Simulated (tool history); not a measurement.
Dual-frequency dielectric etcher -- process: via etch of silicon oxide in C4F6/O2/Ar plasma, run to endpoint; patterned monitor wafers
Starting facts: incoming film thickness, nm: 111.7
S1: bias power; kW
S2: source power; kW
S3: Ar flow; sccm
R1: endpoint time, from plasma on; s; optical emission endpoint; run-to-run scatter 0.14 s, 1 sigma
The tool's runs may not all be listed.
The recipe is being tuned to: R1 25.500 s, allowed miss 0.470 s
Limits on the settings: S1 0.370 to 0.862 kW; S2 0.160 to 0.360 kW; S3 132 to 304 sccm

{"run": 1, "hour": 0.0, "S1": 0.616, "S2": 0.26, "S3": 218, "R1": 27.542}
{"run": 2, "hour": 7.2, "S1": 0.638, "S2": 0.26, "S3": 218, "R1": 27.044}
{"run": 3, "hour": 10.7, "S1": 0.654, "S2": 0.26, "S3": 218, "R1": 26.08}
{"run": 4, "hour": 16.2, "S1": 0.658, "S2": 0.26, "S3": 218, "R1": 26.212}
{"run": 5, "hour": 22.9, "S1": 0.746, "S2": 0.26, "S3": 218, "R1": 24.498}
{"run": 6, "hour": 25.4, "S1": 0.736, "S2": 0.26, "S3": 218, "R1": 24.661}
{"run": 7, "hour": 26.7, "S1": 0.728, "S2": 0.26, "S3": 218, "R1": 25.001}
{"run": 8, "hour": 33.4, "S1": 0.723, "S2": 0.26, "S3": 218, "R1": 25.052}
{"run": 9, "hour": 37.9, "S1": 0.719, "S2": 0.26, "S3": 218, "R1": 24.854}

Of the 4 settings listed for the next run, only one would bring every result within its allowed miss of target. Which one?
{"run": "A", "hour": 42.4, "S1": 0.771, "S2": 0.25, "S3": 224, "R1": "?"}
{"run": "B", "hour": 42.4, "S1": 0.715, "S2": 0.28, "S3": 205, "R1": "?"}
{"run": "C", "hour": 42.4, "S1": 0.767, "S2": 0.25, "S3": 209, "R1": "?"}
{"run": "D", "hour": 42.4, "S1": 0.679, "S2": 0.27, "S3": 226, "R1": "?"}

move=A R1=24.480
move=B R1=23.970
move=C R1=24.367
move=D R1=25.399
A: its largest miss is bigger than the last run's
B: its largest miss is bigger than the last run's
C: its largest miss is bigger than the last run's
D: every result lands within tolerance
Answer: D
